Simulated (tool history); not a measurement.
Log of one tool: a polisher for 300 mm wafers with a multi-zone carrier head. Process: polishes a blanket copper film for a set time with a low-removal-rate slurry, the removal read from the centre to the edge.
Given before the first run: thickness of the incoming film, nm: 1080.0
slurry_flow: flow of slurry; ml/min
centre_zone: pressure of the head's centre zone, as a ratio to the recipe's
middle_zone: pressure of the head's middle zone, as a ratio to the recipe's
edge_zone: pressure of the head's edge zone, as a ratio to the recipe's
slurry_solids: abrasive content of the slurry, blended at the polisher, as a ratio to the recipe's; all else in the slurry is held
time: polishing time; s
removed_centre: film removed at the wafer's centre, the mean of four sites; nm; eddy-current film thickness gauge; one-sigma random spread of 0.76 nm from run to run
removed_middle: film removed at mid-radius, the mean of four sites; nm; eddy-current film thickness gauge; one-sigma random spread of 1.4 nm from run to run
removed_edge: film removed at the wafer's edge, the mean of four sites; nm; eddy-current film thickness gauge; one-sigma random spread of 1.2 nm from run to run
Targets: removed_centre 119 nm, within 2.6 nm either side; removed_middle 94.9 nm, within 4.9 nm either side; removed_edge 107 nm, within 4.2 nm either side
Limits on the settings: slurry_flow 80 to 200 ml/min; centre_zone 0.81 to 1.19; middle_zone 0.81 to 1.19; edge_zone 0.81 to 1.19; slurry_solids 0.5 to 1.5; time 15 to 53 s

| run | day | slurry_flow | centre_zone | middle_zone | edge_zone | slurry_solids | time | removed_centre | removed_middle | removed_edge |
|---|---|---|---|---|---|---|---|---|---|---|
| 1 | 0 | 130 | 1 | 1 | 1 | 1 | 34 | 88.934 | 97.378 | 101.1 |
| 2 | 0.342 | 130 | 1 | 1 | 0.93 | 1 | 34 | 89.615 | 99.126 | 96.374 |
| 3 | 0.608 | 105 | 1 | 1 | 0.93 | 1 | 34 | 83.625 | 95.691 | 93.254 |
| 4 | 0.942 | 105 | 1 | 1 | 1 | 1 | 34 | 84.681 | 92.083 | 98.225 |
| 5 | 1.146 | 85 | 1 | 1 | 1 | 1 | 34 | 78.435 | 88.872 | 92.535 |
| 6 | 1.333 | 115 | 1.03 | 0.97 | 0.99 | 0.95 | 34 | 89.242 | 91.654 | 96.822 |
| 7 | 1.479 | 150 | 1.1 | 0.87 | 0.96 | 0.8 | 34 | 96.497 | 86.698 | 95.586 |
| 8 | 1.754 | 160 | 1.12 | 0.87 | 0.97 | 0.85 | 34 | 101.49 | 91.014 | 98.058 |
| 9 | 1.925 | 165 | 1.14 | 0.85 | 0.98 | 0.85 | 34 | 102.25 | 87.459 | 99.321 |
| 10 | 2.046 | 170 | 1.15 | 0.84 | 0.97 | 0.9 | 34 | 107.24 | 89.861 | 99.659 |
| 11 | 2.288 | 175 | 1.16 | 0.84 | 0.98 | 0.95 | 34 | 108.59 | 90.372 | 100.6 |
| 12 | 2.479 | 180 | 1.17 | 0.84 | 0.99 | 1 | 34 | 113.11 | 92.005 | 105.41 |
|  | 2.583 | centre zone pressure recalibrated |
| 13 | 2.583 | 185 | 1.18 | 0.84 | 0.99 | 1 | 34 | 126.39 | 94.479 | 102.65 |
| 14 | 2.725 | 180 | 1.17 | 0.85 | 1 | 1 | 34 | 124.73 | 96.795 | 105.14 |
| 15 | 2.912 | 175 | 1.17 | 0.85 | 1.01 | 1 | 34 | 124.55 | 92.158 | 105.4 |
| 16 | 3.142 | 170 | 1.16 | 0.86 | 1.01 | 1 | 34 | 122.76 | 95.294 | 104.33 |

5 next moves are on the table. One of them brings every result within its allowed miss. Which?
| A | 3.371 | 195 | 1.12 | 0.89 | 1.1 | 1 | 33 | ? | ? | ? |
| B | 3.371 | 185 | 1.18 | 1.03 | 1.06 | 1.05 | 33 | ? | ? | ? |
| C | 3.371 | 200 | 1.12 | 0.88 | 0.84 | 1.2 | 32 | ? | ? | ? |
| D | 3.371 | 165 | 1.16 | 0.81 | 1.05 | 1 | 35 | ? | ? | ? |
| E | 3.371 | 150 | 1.15 | 0.83 | 0.97 | 1 | 36 | ? | ? | ? |

| move | removed_centre | removed_middle | removed_edge |
|---|---|---|---|
| A | 118.45 | 91.637 | 108.17 |
| B | 125.07 | 100.22 | 106.47 |
| C | 119.8 | 92.07 | 96.143 |
| D | 126.23 | 89.626 | 109.96 |
| E | 126.21 | 91.856 | 107.45 |
A: hits every target within its allowed miss
B: misses by more than the last run did
C: the worst result of the last run now meets its target, but another is out of spec
D: misses by more than the last run did
E: misses by more than the last run did
The right move is A.
